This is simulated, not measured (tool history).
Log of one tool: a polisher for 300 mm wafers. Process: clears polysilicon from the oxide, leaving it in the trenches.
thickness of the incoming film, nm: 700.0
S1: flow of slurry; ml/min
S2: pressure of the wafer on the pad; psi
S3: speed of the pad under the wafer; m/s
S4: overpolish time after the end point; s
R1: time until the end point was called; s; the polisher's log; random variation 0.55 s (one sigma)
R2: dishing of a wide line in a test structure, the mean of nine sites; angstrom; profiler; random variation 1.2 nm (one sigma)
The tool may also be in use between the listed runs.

run 1 hour=0 | S1=320 S2=2 S3=1.26 S4=23 | R1=69.605 R2=695.38
run 2 hour=8.1 | S1=320 S2=2 S3=1.26 S4=14 | R1=69.119 R2=626.88
run 3 hour=16.5 | S1=320 S2=2 S3=1.02 S4=14 | R1=85.771 R2=595.67
run 4 hour=23.3 | S1=320 S2=2.1 S3=1.02 S4=16 | R1=80.579 R2=629.62
run 5 hour=25.2 | S1=320 S2=2.1 S3=1.02 S4=24 | R1=83.178 R2=704.76
run 6 hour=27.7 | S1=320 S2=2.1 S3=1.02 S4=29 | R1=84.401 R2=726.24
run 7 hour=30.3 | S1=320 S2=2.7 S3=1.04 S4=18 | R1=63.749 R2=682.9

Run 8 comes next. What will it give?
run 8 hour=35.4 | S1=320 S2=2.8 S3=1.04 S4=18 | R1=? R2=?

Run 8 gave R1 61.201 s, R2 693.78 angstrom.
